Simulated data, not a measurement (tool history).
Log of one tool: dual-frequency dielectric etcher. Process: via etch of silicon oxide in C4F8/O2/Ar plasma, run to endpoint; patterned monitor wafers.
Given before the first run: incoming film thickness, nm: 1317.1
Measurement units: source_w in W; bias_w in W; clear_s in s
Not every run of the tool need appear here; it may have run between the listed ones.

run 1 hour=0 | source_w=2440 bias_w=1442 | clear_s=258.08
run 2 hour=8.9 | source_w=2300 bias_w=1426 | clear_s=259.32
run 3 hour=16.9 | source_w=2630 bias_w=1426 | clear_s=248.1
run 4 hour=19.6 | source_w=2630 bias_w=1574 | clear_s=241.35
run 5 hour=21.3 | source_w=2930 bias_w=1574 | clear_s=233.44
run 6 hour=22.1 | source_w=2600 bias_w=1520 | clear_s=248.02
run 7 hour=24.7 | source_w=2380 bias_w=1487 | clear_s=255.93
run 8 hour=29.4 | source_w=2210 bias_w=1463 | clear_s=265.54
run 9 hour=31.8 | source_w=2110 bias_w=1450 | clear_s=271.97

For run 10, what comes out?
run 10 hour=32.8 | source_w=1830 bias_w=1422 | clear_s=?

clear_s: 291.53 s
